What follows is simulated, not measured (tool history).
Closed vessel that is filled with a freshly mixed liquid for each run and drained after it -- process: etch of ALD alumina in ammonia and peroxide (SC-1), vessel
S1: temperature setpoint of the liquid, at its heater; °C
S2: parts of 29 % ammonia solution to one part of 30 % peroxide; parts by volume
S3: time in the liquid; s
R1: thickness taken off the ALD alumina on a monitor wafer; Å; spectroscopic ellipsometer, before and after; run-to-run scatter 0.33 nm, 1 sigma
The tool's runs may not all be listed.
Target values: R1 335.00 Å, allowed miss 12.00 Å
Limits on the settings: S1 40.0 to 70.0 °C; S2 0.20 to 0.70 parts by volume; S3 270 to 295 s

{"run": 1, "hour": 0.0, "S1": 56.0, "S2": 0.4, "S3": 270, "R1": 209.18}
{"run": 2, "hour": 4.1, "S1": 56.0, "S2": 0.4, "S3": 295, "R1": 228.76}
{"run": 3, "hour": 12.8, "S1": 56.0, "S2": 0.4, "S3": 295, "R1": 229.47}
{"run": 4, "hour": 17.2, "S1": 56.0, "S2": 0.4, "S3": 295, "R1": 230.37}
{"run": 5, "hour": 19.3, "S1": 57.0, "S2": 0.4, "S3": 295, "R1": 241.63}
{"run": 6, "hour": 22.4, "S1": 57.0, "S2": 0.4, "S3": 295, "R1": 239.71}
{"run": 7, "hour": 24.1, "S1": 58.0, "S2": 0.4, "S3": 295, "R1": 253.12}
{"run": 8, "hour": 30.2, "S1": 58.5, "S2": 0.4, "S3": 295, "R1": 261.82}
{"run": 9, "hour": 35.5, "S1": 59.0, "S2": 0.4, "S3": 295, "R1": 263.46}
{"run": 10, "hour": 36.5, "S1": 59.5, "S2": 0.4, "S3": 295, "R1": 275.78}
{"run": 11, "hour": 40.7, "S1": 60.0, "S2": 0.4, "S3": 295, "R1": 281.08}
{"run": 12, "hour": 44.3, "S1": 60.5, "S2": 0.4, "S3": 295, "R1": 289.5}
{"run": 13, "hour": 50.8, "S1": 61.0, "S2": 0.4, "S3": 295, "R1": 297.79}
{"run": 14, "hour": 56.5, "S1": 61.5, "S2": 0.4, "S3": 295, "R1": 309.99}
{"run": 15, "hour": 58.3, "S1": 62.5, "S2": 0.4, "S3": 295, "R1": 320.91}

Of the 5 settings listed for the next run, only one would bring every result within its allowed miss of target. Which one?
{"run": "A", "hour": 60.1, "S1": 62.0, "S2": 0.5, "S3": 285, "R1": "?"}
{"run": "B", "hour": 60.1, "S1": 63.0, "S2": 0.2, "S3": 295, "R1": "?"}
{"run": "C", "hour": 60.1, "S1": 63.0, "S2": 0.45, "S3": 270, "R1": "?"}
{"run": "D", "hour": 60.1, "S1": 63.5, "S2": 0.4, "S3": 270, "R1": "?"}
{"run": "E", "hour": 60.1, "S1": 64.5, "S2": 0.45, "S3": 275, "R1": "?"}

move=A R1=312.15
move=B R1=311.62
move=C R1=307.95
move=D R1=312.29
move=E R1=338.11
A: lands further from the targets than the last run did
B: lands further from the targets than the last run did
C: lands further from the targets than the last run did
D: lands further from the targets than the last run did
E: in spec on every target
So the answer is move E, the one that meets all the targets.

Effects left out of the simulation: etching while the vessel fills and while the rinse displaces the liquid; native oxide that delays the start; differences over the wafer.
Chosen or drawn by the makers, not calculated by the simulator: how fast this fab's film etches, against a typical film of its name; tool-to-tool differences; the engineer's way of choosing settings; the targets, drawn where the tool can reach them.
